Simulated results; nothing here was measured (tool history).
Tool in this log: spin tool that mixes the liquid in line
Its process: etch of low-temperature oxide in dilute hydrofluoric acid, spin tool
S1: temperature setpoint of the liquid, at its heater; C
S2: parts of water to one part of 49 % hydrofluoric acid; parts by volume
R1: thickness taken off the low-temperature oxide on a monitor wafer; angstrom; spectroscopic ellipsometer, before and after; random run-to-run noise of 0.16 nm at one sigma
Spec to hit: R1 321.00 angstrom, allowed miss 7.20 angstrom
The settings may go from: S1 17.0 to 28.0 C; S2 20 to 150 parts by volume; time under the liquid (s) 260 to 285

{"run": 1, "hour": 0.0, "S1": 20.0, "S2": 85, "time under the liquid (s)": 260, "R1": 422.97}
{"run": 2, "hour": 3.6, "S1": 19.0, "S2": 90, "time under the liquid (s)": 260, "R1": 383.78}
{"run": 3, "hour": 9.0, "S1": 18.5, "S2": 90, "time under the liquid (s)": 260, "R1": 375.79}
{"run": 4, "hour": 11.4, "S1": 17.0, "S2": 90, "time under the liquid (s)": 260, "R1": 350.96}
{"run": 5, "hour": 16.8, "S1": 17.0, "S2": 95, "time under the liquid (s)": 260, "R1": 329.29}
{"run": 6, "hour": 22.9, "S1": 17.0, "S2": 120, "time under the liquid (s)": 260, "R1": 254.85}
{"run": 7, "hour": 24.9, "S1": 18.5, "S2": 120, "time under the liquid (s)": 260, "R1": 270.05}
{"run": 8, "hour": 31.2, "S1": 19.5, "S2": 120, "time under the liquid (s)": 260, "R1": 283.31}
{"run": 9, "hour": 38.7, "S1": 20.0, "S2": 120, "time under the liquid (s)": 260, "R1": 288.71}
{"run": 10, "hour": 46.5, "S1": 20.5, "S2": 120, "time under the liquid (s)": 260, "R1": 294.27}
{"run": 11, "hour": 50.2, "S1": 21.0, "S2": 120, "time under the liquid (s)": 260, "R1": 298.61}
{"run": 12, "hour": 57.9, "S1": 21.5, "S2": 120, "time under the liquid (s)": 260, "R1": 304.92}
{"run": 13, "hour": 58.6, "S1": 21.5, "S2": 120, "time under the liquid (s)": 260, "R1": 306.3}
{"run": 14, "hour": 67.2, "S1": 22.0, "S2": 120, "time under the liquid (s)": 260, "R1": 313.7}

4 candidate next runs follow, results not yet known. Just one meets every target within its allowed miss. Identify it.
{"run": "A", "hour": 75.8, "S1": 20.5, "S2": 105, "time under the liquid (s)": 260, "R1": "?"}
{"run": "B", "hour": 75.8, "S1": 21.5, "S2": 115, "time under the liquid (s)": 260, "R1": "?"}
{"run": "C", "hour": 75.8, "S1": 18.0, "S2": 110, "time under the liquid (s)": 270, "R1": "?"}
{"run": "D", "hour": 75.8, "S1": 26.5, "S2": 130, "time under the liquid (s)": 260, "R1": "?"}

move=A R1=341.10
move=B R1=320.66
move=C R1=303.41
move=D R1=338.61
A: pushes the last run's worst result past its target
B: meets every target
C: the biggest miss grows against the last run
D: pushes the last run's worst result past its target
So the answer is move B, the one that meets all the targets.

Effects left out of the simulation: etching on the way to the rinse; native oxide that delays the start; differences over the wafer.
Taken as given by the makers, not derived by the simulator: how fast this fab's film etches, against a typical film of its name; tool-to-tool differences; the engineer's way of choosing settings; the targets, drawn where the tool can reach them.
